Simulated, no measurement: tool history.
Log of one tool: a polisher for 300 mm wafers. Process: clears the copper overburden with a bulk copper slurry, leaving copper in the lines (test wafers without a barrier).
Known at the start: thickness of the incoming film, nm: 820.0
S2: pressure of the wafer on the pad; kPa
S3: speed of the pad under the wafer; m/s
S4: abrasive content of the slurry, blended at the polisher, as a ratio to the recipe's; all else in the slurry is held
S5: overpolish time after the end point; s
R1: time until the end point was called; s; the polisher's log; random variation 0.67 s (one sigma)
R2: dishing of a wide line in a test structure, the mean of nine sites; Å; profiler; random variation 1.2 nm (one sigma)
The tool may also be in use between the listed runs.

run 1 hour=0.0 | flow_of_slurry_(ml/min)=220 S2=18.6 S3=1.38 S4=1.0 S5=9 | R1=75.005 R2=601.02
run 2 hour=8.4 | flow_of_slurry_(ml/min)=220 S2=18.6 S3=1.38 S4=1.0 S5=8 | R1=73.386 R2=572.39
run 3 hour=12.4 | flow_of_slurry_(ml/min)=220 S2=21.4 S3=1.40 S4=1.0 S5=8 | R1=64.984 R2=622.73
run 4 hour=14.4 | flow_of_slurry_(ml/min)=220 S2=21.4 S3=1.40 S4=1.0 S5=5 | R1=66.465 R2=421.79
run 5 hour=17.1 | flow_of_slurry_(ml/min)=240 S2=21.4 S3=1.40 S4=1.0 S5=5 | R1=63.658 R2=443.34
run 6 hour=21.9 | flow_of_slurry_(ml/min)=230 S2=22.8 S3=1.46 S4=1.0 S5=6 | R1=56.807 R2=533.18
run 7 hour=26.2 | flow_of_slurry_(ml/min)=225 S2=24.1 S3=1.48 S4=1.0 S5=7 | R1=55.183 R2=635.63

Forecast run 8:
run 8 hour=34.4 | flow_of_slurry_(ml/min)=230 S2=25.5 S3=1.50 S4=1.0 S5=7 | R1=? R2=?

R1: 51.961 s
R2: 664.95 Å
